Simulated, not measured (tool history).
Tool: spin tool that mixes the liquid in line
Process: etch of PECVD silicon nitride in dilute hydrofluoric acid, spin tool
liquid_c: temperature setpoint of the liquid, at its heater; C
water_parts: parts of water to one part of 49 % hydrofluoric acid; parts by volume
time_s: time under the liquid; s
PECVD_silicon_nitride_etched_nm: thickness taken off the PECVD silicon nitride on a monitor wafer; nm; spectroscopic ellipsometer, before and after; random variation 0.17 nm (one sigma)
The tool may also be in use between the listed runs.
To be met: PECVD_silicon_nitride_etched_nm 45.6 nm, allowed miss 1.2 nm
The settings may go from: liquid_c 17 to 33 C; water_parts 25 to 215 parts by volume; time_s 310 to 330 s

run	hour	liquid_c	water_parts	time_s	PECVD_silicon_nitride_etched_nm
1	0	25	120	310	16.605
2	2.7	26	110	310	19.109
3	8.9	26	70	310	30.017
4	17	27	70	310	32.039
# hour 21.6: hydrofluoric acid flow meter replaced
5	21.6	28	70	310	31.493
6	25.1	28.5	65	310	35.114
7	30.1	29	65	310	36.192
8	35.5	29.5	65	310	37.299
9	38	30	65	310	38.334
10	41.9	30.5	65	310	39.563
11	43	31	65	310	40.744
12	50.8	31.5	65	310	41.985

Which of these 5 next moves meets every target?
A	58.6	33	65	330	?
B	58.6	33	70	330	?
C	58.6	31.5	70	310	?
D	58.6	32	60	320	?
E	58.6	31	65	325	?

move	PECVD_silicon_nitride_etched_nm
A	49.289
B	45.754
C	39.125
D	48.628
E	42.798
A: takes the result that was furthest off past its target
B: meets every target
C: further off than the last run
D: takes the result that was furthest off past its target
E: nearer than the last run, and not there yet
Move B is the one to make.
